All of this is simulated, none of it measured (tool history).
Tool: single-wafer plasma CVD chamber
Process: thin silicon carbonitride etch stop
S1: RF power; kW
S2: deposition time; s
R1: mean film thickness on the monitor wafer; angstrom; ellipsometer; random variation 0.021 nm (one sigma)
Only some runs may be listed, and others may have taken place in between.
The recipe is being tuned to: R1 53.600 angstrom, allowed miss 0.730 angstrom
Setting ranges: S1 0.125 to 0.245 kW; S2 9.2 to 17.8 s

run  hour     S1    S2      R1
  1   0.0  0.185  13.5  68.024
  2   2.4  0.170  12.8  62.867
  3   9.5  0.170  11.6  57.221
  4  11.7  0.160  11.5  55.949
  5  19.5  0.160  10.2  49.218
  6  26.8  0.175  10.3  50.739
     35.7  -- thermocouple changed; heater temperature recalibrated
  7  35.7  0.185  10.4  52.133
  8  36.8  0.190  10.4  52.614
  9  38.5  0.195  10.4  52.653
 10  46.4  0.195  10.4  52.868

Pick the move, out of 4, that brings all results within their allowed miss; only one does.
  A  54.3  0.200  10.7   ?
  B  54.3  0.195  10.2   ?
  C  54.3  0.185  10.7   ?
  D  54.3  0.155  10.7   ?

move      R1
   A  54.920
   B  52.032
   C  53.891
   D  51.684
A: carries the result that was furthest off beyond its target, to the other side
B: the biggest miss grows against the last run
C: every result lands within tolerance
D: the biggest miss grows against the last run
Correct choice: C, which meets every target

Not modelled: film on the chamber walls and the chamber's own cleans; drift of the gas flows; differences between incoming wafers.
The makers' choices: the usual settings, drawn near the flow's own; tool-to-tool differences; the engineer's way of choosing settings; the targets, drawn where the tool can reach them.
